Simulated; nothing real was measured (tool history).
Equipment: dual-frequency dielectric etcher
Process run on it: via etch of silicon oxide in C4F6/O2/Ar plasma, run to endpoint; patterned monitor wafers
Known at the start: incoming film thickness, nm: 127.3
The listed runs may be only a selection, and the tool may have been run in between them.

{"run": 1, "hour": 0.0, "bias power (W)": 587, "source power (W)": 420, "Ar flow (sccm)": 287, "endpoint time (s)": 27.279}
{"run": 2, "hour": 1.2, "bias power (W)": 555, "source power (W)": 400, "Ar flow (sccm)": 291, "endpoint time (s)": 28.221}
{"run": 3, "hour": 9.1, "bias power (W)": 555, "source power (W)": 340, "Ar flow (sccm)": 291, "endpoint time (s)": 29.28}
{"run": 4, "hour": 15.7, "bias power (W)": 525, "source power (W)": 330, "Ar flow (sccm)": 295, "endpoint time (s)": 30.219}
{"run": 5, "hour": 23.3, "bias power (W)": 588, "source power (W)": 330, "Ar flow (sccm)": 295, "endpoint time (s)": 29.007}
{"run": 6, "hour": 27.7, "bias power (W)": 555, "source power (W)": 320, "Ar flow (sccm)": 300, "endpoint time (s)": 29.862}

The next listed run, before its measurement:
{"run": 7, "hour": 29.8, "bias power (W)": 527, "source power (W)": 310, "Ar flow (sccm)": 304, "endpoint time (s)": "?"}

Run 7 measured endpoint time (s) 30.869.

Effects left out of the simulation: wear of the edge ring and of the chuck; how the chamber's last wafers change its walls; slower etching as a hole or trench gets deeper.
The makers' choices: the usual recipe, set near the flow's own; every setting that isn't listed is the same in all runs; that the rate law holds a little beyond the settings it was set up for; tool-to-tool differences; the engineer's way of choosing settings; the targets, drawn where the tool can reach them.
